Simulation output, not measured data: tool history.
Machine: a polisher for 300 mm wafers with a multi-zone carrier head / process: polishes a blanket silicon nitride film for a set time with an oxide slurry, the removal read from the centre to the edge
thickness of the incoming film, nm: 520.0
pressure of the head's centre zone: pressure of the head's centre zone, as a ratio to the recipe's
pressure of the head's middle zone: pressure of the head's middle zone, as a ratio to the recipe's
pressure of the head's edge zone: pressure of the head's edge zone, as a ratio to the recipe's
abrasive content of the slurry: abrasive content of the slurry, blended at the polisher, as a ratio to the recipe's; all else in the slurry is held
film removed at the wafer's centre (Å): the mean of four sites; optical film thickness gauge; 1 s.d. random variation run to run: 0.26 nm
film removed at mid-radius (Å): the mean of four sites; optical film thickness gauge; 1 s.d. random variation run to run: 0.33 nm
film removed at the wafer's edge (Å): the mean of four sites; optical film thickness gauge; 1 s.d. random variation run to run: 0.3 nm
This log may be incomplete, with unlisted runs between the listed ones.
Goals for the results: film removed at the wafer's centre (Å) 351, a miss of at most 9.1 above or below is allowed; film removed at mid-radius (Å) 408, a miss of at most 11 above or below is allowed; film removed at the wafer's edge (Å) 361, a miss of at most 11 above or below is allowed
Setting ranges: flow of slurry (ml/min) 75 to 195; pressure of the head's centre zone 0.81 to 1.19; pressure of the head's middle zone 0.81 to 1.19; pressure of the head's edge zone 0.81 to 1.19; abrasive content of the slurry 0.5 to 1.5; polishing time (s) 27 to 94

run	day	flow of slurry (ml/min)	pressure of the head's centre zone	pressure of the head's middle zone	pressure of the head's edge zone	abrasive content of the slurry	polishing time (s)	film removed at the wafer's centre (Å)	film removed at mid-radius (Å)	film removed at the wafer's edge (Å)
1	0	125	1	1	1	1	60	447.57	440.13	450.33
2	0.267	105	1	1	1	1	60	426.79	425.19	432.77
3	0.383	105	1.03	1	1	1	60	435.91	421.72	430.81
4	0.546	105	1.03	1	1	1.2	60	474.93	450.11	474.9
5	0.621	100	1	1.01	0.96	1.1	60	434.18	428.38	439.72
6	0.825	95	0.98	1.04	0.93	1.05	60	410.92	421.62	423.19
7	1.162	95	0.97	1.07	0.9	1	60	398.29	435.95	398.99
8	1.217	90	0.96	1.07	0.88	1	60	386.2	422.1	393.47
9	1.442	85	0.95	1.08	0.87	1	60	370.23	413.24	387.84
10	1.646	85	0.95	1.09	0.86	1	60	370.82	422.92	383.15
11	1.804	85	0.95	1.09	0.85	1	60	378.28	422.22	380.37
12	2.096	75	0.9	1.09	0.81	0.95	60	323.93	389.43	356.56
13	2.367	80	0.91	1.09	0.81	0.95	60	336.32	405.43	360.16

Which single option among these 4 for the next run brings every result within its allowed miss of target? Just one does.
A	2.638	75	0.97	1.14	0.83	0.9	62	?	?	?
B	2.638	75	0.88	1.14	0.81	1.2	53	?	?	?
C	2.638	85	0.91	1.15	0.9	1	56	?	?	?
D	2.638	75	0.85	1.09	0.83	0.9	63	?	?	?

move	film removed at the wafer's centre (Å)	film removed at mid-radius (Å)	film removed at the wafer's edge (Å)
A	354.02	410.32	360.74
B	314.23	397.87	345.92
C	337.24	413.3	366.77
D	319.23	401.43	366.8
A: all results in spec
B: further off than the last run
C: closer than the last run, but not yet in spec
D: further off than the last run
Answer: A

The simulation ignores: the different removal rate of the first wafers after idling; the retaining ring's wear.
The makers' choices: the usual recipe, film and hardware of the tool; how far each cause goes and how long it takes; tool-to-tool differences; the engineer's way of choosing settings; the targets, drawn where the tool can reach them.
